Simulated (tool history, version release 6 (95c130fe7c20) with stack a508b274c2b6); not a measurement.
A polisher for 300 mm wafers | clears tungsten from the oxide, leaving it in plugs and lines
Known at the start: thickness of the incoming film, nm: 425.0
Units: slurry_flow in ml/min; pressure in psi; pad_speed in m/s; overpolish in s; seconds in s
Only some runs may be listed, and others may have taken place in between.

run  hour  slurry_flow  pressure  pad_speed  slurry_solids  overpolish  seconds
  1     0          240       3.6       0.98              1          23   99.269
  2   3.9          240         3        0.9              1          23    133.6
  3     9          240         3       0.82              1          23   141.54
  4  10.7          240       2.6        0.8              1          23   169.56
  5  12.7          240       2.6        0.8            1.2          23   159.11
  6  18.8          265       2.6        0.8            1.2          23   158.08

For run 7, what comes out?
  7    24          265       2.3        0.8            1.2          23        ?

seconds: 178.01 s
